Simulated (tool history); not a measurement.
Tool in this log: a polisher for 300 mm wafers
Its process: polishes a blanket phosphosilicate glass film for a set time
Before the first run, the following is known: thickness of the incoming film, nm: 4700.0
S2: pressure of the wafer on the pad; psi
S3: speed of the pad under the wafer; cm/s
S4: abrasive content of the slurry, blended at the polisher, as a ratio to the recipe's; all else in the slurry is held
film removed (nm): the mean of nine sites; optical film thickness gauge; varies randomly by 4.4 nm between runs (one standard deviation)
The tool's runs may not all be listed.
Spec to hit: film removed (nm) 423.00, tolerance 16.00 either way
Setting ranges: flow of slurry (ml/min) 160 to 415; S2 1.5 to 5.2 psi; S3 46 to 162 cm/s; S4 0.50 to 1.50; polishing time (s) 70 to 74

Run 1, day 0.000: flow of slurry (ml/min) 265, S2 3.3 psi, S3 104 cm/s, S4 1.00, polishing time (s) 70. Result: film removed (nm) 594.00.
Run 2, day 0.092: flow of slurry (ml/min) 265, S2 3.3 psi, S3 104 cm/s, S4 1.00, polishing time (s) 74. Result: film removed (nm) 613.19.
Run 3, day 0.342: flow of slurry (ml/min) 265, S2 3.3 psi, S3 104 cm/s, S4 1.15, polishing time (s) 74. Result: film removed (nm) 666.66.
Run 4, day 0.400: flow of slurry (ml/min) 265, S2 2.9 psi, S3 104 cm/s, S4 1.15, polishing time (s) 74. Result: film removed (nm) 603.26.
Run 5, day 0.454: flow of slurry (ml/min) 265, S2 2.5 psi, S3 104 cm/s, S4 1.15, polishing time (s) 74. Result: film removed (nm) 532.89.
Run 6, day 0.512: flow of slurry (ml/min) 335, S2 2.5 psi, S3 104 cm/s, S4 1.15, polishing time (s) 74. Result: film removed (nm) 543.48.
Run 7, day 0.754: flow of slurry (ml/min) 335, S2 2.2 psi, S3 104 cm/s, S4 1.15, polishing time (s) 74. Result: film removed (nm) 480.46.
Run 8, day 1.029: flow of slurry (ml/min) 335, S2 2.1 psi, S3 104 cm/s, S4 1.15, polishing time (s) 74. Result: film removed (nm) 467.50.
Run 9, day 1.246: flow of slurry (ml/min) 335, S2 2.0 psi, S3 104 cm/s, S4 1.15, polishing time (s) 74. Result: film removed (nm) 445.80.

Which of these 4 next moves meets every target?
Run A, day 1.462: flow of slurry (ml/min) 335, S2 1.8 psi, S3 118 cm/s, S4 1.25, polishing time (s) 73. Result: film removed (nm) ?.
Run B, day 1.462: flow of slurry (ml/min) 325, S2 1.9 psi, S3 120 cm/s, S4 1.10, polishing time (s) 74. Result: film removed (nm) ?.
Run C, day 1.462: flow of slurry (ml/min) 380, S2 2.1 psi, S3 100 cm/s, S4 1.20, polishing time (s) 73. Result: film removed (nm) ?.
Run D, day 1.462: flow of slurry (ml/min) 365, S2 1.8 psi, S3 102 cm/s, S4 1.30, polishing time (s) 72. Result: film removed (nm) ?.

move  film removed (nm)
   A             472.93
   B             477.39
   C             462.52
   D             424.35
A: its largest miss is bigger than the last run's
B: its largest miss is bigger than the last run's
C: its largest miss is bigger than the last run's
D: in spec on every target
The right move is D.
